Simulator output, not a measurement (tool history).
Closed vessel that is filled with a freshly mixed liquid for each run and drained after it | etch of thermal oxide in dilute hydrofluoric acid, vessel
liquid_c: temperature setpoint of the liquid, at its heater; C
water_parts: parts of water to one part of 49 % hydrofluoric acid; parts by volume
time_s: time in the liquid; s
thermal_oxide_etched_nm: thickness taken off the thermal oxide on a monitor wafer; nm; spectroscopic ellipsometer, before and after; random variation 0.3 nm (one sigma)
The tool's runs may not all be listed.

run 1 day=0 | liquid_c=20 water_parts=100 time_s=1370 | thermal_oxide_etched_nm=54.987
run 2 day=0.238 | liquid_c=20 water_parts=100 time_s=1465 | thermal_oxide_etched_nm=59.684
run 3 day=0.592 | liquid_c=20 water_parts=85 time_s=1465 | thermal_oxide_etched_nm=70.394
run 4 day=0.95 | liquid_c=17 water_parts=85 time_s=1465 | thermal_oxide_etched_nm=62.801
run 5 day=1.146 | liquid_c=20 water_parts=85 time_s=1465 | thermal_oxide_etched_nm=71.688
run 6 day=1.333 | liquid_c=18.5 water_parts=85 time_s=1465 | thermal_oxide_etched_nm=66.528
run 7 day=1.467 | liquid_c=18 water_parts=95 time_s=1465 | thermal_oxide_etched_nm=57.564

Run 8 comes next. What will it give?
run 8 day=1.783 | liquid_c=17.5 water_parts=100 time_s=1465 | thermal_oxide_etched_nm=?

{"run 8": {"thermal_oxide_etched_nm": 52.559}}

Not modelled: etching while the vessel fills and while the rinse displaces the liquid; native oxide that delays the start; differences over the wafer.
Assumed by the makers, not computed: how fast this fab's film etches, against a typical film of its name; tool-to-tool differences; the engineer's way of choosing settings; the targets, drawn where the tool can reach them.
